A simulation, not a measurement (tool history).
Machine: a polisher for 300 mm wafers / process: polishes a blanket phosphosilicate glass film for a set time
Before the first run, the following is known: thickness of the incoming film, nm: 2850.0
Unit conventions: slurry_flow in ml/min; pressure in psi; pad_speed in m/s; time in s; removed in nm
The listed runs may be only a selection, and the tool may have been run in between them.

run  hour  slurry_flow  pressure  pad_speed  slurry_solids  time  removed
  1     0          270       3.4       0.82              1    22   203.25
  2   1.5          295       3.4       0.82              1    22   203.69
  3   5.2          295       3.2       0.82              1    22      192
  4  11.9          295       3.1       0.82              1    22   188.92
  5  16.1          295         3       0.82              1    22   183.13
  6  19.9          250         3       0.82              1    22   184.06
  7  28.8          250       2.9       0.82              1    22   180.87

Forecast run 8:
  8  37.3          250       2.8       0.82              1    22        ?

{"run 8": {"removed": 171.52}}
